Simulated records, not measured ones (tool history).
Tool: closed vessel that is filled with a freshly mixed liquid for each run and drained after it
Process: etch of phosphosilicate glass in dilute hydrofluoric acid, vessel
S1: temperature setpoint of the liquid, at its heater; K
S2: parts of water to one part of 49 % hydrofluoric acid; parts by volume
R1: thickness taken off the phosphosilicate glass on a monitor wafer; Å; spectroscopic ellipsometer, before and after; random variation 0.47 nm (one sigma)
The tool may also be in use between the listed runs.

run 1 hour=0.0 | S1=294.15 S2=130 time_in_the_liquid_(s)=30 | R1=132.60
run 2 hour=4.1 | S1=296.65 S2=100 time_in_the_liquid_(s)=30 | R1=197.57
run 3 hour=10.6 | S1=298.15 S2=80 time_in_the_liquid_(s)=30 | R1=267.90
run 4 hour=17.7 | S1=298.15 S2=80 time_in_the_liquid_(s)=30 | R1=266.31
run 5 hour=19.5 | S1=298.15 S2=80 time_in_the_liquid_(s)=30 | R1=266.39
run 6 hour=22.4 | S1=299.15 S2=70 time_in_the_liquid_(s)=30 | R1=320.80
run 7 hour=26.6 | S1=300.15 S2=65 time_in_the_liquid_(s)=30 | R1=363.89
run 8 hour=30.4 | S1=300.65 S2=60 time_in_the_liquid_(s)=30 | R1=400.87
run 9 hour=32.0 | S1=301.15 S2=60 time_in_the_liquid_(s)=30 | R1=405.46
run 10 hour=40.2 | S1=302.15 S2=45 time_in_the_liquid_(s)=30 | R1=585.53

The next listed run, before its measurement:
run 11 hour=45.4 | S1=301.15 S2=45 time_in_the_liquid_(s)=30 | R1=?

{"run 11": {"R1": 564.5}}
